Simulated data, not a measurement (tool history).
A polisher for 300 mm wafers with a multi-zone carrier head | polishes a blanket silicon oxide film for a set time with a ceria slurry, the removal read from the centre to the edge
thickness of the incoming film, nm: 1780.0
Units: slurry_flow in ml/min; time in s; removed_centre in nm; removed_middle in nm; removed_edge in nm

run 1 day=0 | slurry_flow=225 centre_zone=1 middle_zone=1 edge_zone=1 time=66 | removed_centre=410.29 removed_middle=412.96 removed_edge=401.05
run 2 day=0.312 | slurry_flow=170 centre_zone=1 middle_zone=1 edge_zone=1 time=66 | removed_centre=381.03 removed_middle=393.3 removed_edge=393.22
run 3 day=0.612 | slurry_flow=180 centre_zone=1.02 middle_zone=0.99 edge_zone=1.05 time=71 | removed_centre=437.49 removed_middle=428.27 removed_edge=447.24
run 4 day=0.804 | slurry_flow=180 centre_zone=1.1 middle_zone=0.99 edge_zone=1.05 time=71 | removed_centre=461.73 removed_middle=435.72 removed_edge=444.97
run 5 day=0.979 | slurry_flow=195 centre_zone=1.1 middle_zone=1 edge_zone=1.09 time=73 | removed_centre=473.26 removed_middle=443.34 removed_edge=457.3
run 6 day=1.279 | slurry_flow=195 centre_zone=1.13 middle_zone=1 edge_zone=1.09 time=73 | removed_centre=498.46 removed_middle=451.23 removed_edge=455.54
run 7 day=1.458 | slurry_flow=190 centre_zone=1.11 middle_zone=1 edge_zone=1.1 time=77 | removed_centre=512.45 removed_middle=475.06 removed_edge=490.09
run 8 day=1.746 | slurry_flow=190 centre_zone=1.1 middle_zone=1 edge_zone=1.12 time=79 | removed_centre=508.84 removed_middle=486.7 removed_edge=504.4
run 9 day=2.021 | slurry_flow=195 centre_zone=1.11 middle_zone=0.99 edge_zone=1.13 time=81 | removed_centre=534.9 removed_middle=498.72 removed_edge=515.27

The next listed run, before its measurement:
run 10 day=2.229 | slurry_flow=185 centre_zone=1.11 middle_zone=0.98 edge_zone=1.14 time=83 | removed_centre=? removed_middle=? removed_edge=?

removed_centre: 548.72 nm
removed_middle: 496.94 nm
removed_edge: 536.06 nm
